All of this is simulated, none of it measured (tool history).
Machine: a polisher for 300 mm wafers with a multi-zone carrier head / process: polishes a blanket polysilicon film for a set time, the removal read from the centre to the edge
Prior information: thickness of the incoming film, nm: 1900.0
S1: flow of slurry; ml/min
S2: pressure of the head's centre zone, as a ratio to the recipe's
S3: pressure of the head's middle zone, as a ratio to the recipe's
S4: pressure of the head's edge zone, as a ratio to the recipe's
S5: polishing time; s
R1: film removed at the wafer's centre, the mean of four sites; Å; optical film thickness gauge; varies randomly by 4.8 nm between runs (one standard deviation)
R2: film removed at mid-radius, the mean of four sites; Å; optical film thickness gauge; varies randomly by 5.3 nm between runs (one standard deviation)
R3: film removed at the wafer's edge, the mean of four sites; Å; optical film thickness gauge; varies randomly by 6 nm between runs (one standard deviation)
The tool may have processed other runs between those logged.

{"run": 1, "hour": 0.0, "S1": 320, "S2": 1, "S3": 1, "S4": 1, "S5": 46, "R1": 6304.3, "R2": 6240, "R3": 6434.4}
{"run": 2, "hour": 3.4, "S1": 315, "S2": 0.97, "S3": 1, "S4": 0.99, "S5": 43, "R1": 5714.5, "R2": 5967.3, "R3": 5905.6}
{"run": 3, "hour": 4.1, "S1": 310, "S2": 0.94, "S3": 0.98, "S4": 0.99, "S5": 41, "R1": 5307.5, "R2": 5380.4, "R3": 5524.2}
{"run": 4, "hour": 10.7, "S1": 310, "S2": 0.94, "S3": 0.98, "S4": 1.05, "S5": 41, "R1": 5223.7, "R2": 5409, "R3": 5695.5}
{"run": 5, "hour": 19.3, "S1": 305, "S2": 0.91, "S3": 0.98, "S4": 1.05, "S5": 39, "R1": 4816, "R2": 5162.8, "R3": 5455.3}
{"run": 6, "hour": 27.2, "S1": 305, "S2": 0.91, "S3": 1.05, "S4": 1.05, "S5": 39, "R1": 4861.6, "R2": 5407.2, "R3": 5502.3}
{"run": 7, "hour": 33.9, "S1": 305, "S2": 0.89, "S3": 1.04, "S4": 1.04, "S5": 38, "R1": 4594.9, "R2": 5326.3, "R3": 5233.2}
{"run": 8, "hour": 37.5, "S1": 305, "S2": 0.88, "S3": 1.02, "S4": 1.03, "S5": 37, "R1": 4400.3, "R2": 5115.4, "R3": 5084.5}

Run 9 has not been measured yet. What should we expect?
{"run": 9, "hour": 38.6, "S1": 305, "S2": 0.88, "S3": 1.02, "S4": 1.03, "S5": 37, "R1": "?", "R2": "?", "R3": "?"}

R1: 4396.1 Å
R2: 5022 Å
R3: 5191.5 Å
